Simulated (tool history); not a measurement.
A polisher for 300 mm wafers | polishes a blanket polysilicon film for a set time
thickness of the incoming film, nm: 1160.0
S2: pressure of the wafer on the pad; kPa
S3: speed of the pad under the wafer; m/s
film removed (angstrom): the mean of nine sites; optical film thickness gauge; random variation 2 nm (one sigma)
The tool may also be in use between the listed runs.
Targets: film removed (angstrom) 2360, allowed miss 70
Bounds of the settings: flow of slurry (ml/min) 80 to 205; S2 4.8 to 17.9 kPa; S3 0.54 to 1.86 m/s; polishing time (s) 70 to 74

Run 1, hour 0: flow of slurry (ml/min) 135, S2 11 kPa, S3 1.18 m/s, polishing time (s) 70. Result: film removed (angstrom) 3554.7.
Run 2, hour 2.8: flow of slurry (ml/min) 110, S2 11 kPa, S3 1.18 m/s, polishing time (s) 70. Result: film removed (angstrom) 3287.2.
Run 3, hour 3.6: flow of slurry (ml/min) 110, S2 13.8 kPa, S3 1.18 m/s, polishing time (s) 70. Result: film removed (angstrom) 3749.5.
Run 4, hour 11.3: flow of slurry (ml/min) 105, S2 12.4 kPa, S3 1.18 m/s, polishing time (s) 70. Result: film removed (angstrom) 3518.
Run 5, hour 19.7: flow of slurry (ml/min) 105, S2 12.4 kPa, S3 1.18 m/s, polishing time (s) 74. Result: film removed (angstrom) 3672.4.
Run 6, hour 22.4: flow of slurry (ml/min) 100, S2 11 kPa, S3 1.18 m/s, polishing time (s) 74. Result: film removed (angstrom) 3393.3.
Run 7, hour 27.4: flow of slurry (ml/min) 100, S2 7.6 kPa, S3 1.16 m/s, polishing time (s) 74. Result: film removed (angstrom) 2665.4.
Run 8, hour 32.2: flow of slurry (ml/min) 95, S2 7.6 kPa, S3 1.16 m/s, polishing time (s) 74. Result: film removed (angstrom) 2664.1.
Run 9, hour 32.7: flow of slurry (ml/min) 90, S2 6.9 kPa, S3 1.16 m/s, polishing time (s) 74. Result: film removed (angstrom) 2420.7.

Which of these 4 next moves meets every target?
Run A, hour 33.2: flow of slurry (ml/min) 80, S2 7.6 kPa, S3 1.18 m/s, polishing time (s) 74. Result: film removed (angstrom) ?.
Run B, hour 33.2: flow of slurry (ml/min) 80, S2 9 kPa, S3 1.1 m/s, polishing time (s) 73. Result: film removed (angstrom) ?.
Run C, hour 33.2: flow of slurry (ml/min) 85, S2 6.9 kPa, S3 1.16 m/s, polishing time (s) 73. Result: film removed (angstrom) ?.
Run D, hour 33.2: flow of slurry (ml/min) 90, S2 6.2 kPa, S3 1.34 m/s, polishing time (s) 70. Result: film removed (angstrom) ?.

move  film removed (angstrom)
   A                   2494.6
   B                   2511.3
   C                   2370.7
   D                   2548.7
A: further off than the last run
B: further off than the last run
C: meets every target
D: further off than the last run
Answer: C

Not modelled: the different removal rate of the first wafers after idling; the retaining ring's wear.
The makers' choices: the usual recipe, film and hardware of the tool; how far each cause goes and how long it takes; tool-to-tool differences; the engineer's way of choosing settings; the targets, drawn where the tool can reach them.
